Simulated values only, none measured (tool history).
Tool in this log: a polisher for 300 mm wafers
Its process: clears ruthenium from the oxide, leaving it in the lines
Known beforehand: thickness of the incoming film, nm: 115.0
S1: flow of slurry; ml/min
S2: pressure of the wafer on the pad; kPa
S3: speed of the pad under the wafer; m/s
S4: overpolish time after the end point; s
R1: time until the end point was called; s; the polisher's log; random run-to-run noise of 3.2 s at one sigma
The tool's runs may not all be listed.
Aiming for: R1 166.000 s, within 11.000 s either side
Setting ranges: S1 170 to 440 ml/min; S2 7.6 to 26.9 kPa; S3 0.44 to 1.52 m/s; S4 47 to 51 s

run	hour	S1	S2	S3	S4	R1
1	0.0	280	17.2	0.98	47	92.348
2	1.4	280	15.9	0.96	47	100.520
3	6.4	280	14.5	0.94	47	115.550
4	11.3	280	13.8	0.94	47	115.130
5	16.2	280	13.1	0.92	47	130.070
6	17.2	245	13.1	0.92	47	130.780
7	24.4	245	12.4	0.92	47	129.640
8	31.1	245	12.4	0.92	47	133.470
9	32.8	245	11.7	0.92	47	141.230
10	34.3	245	11.0	0.92	47	150.690

Next run, 5 choices. One meets every target within its allowed miss, the rest don't. Which?
A	35.8	315	13.8	0.58	47	?
B	35.8	220	9.7	0.80	47	?
C	35.8	260	9.7	0.92	47	?
D	35.8	320	12.4	0.88	47	?
E	35.8	200	12.4	0.92	47	?

move	R1
A	185.510
B	194.560
C	166.440
D	136.480
E	138.290
A: pushes the last run's worst result past its target
B: pushes the last run's worst result past its target
C: every result within its allowed miss
D: misses by more than the last run did
E: misses by more than the last run did
Answer: C
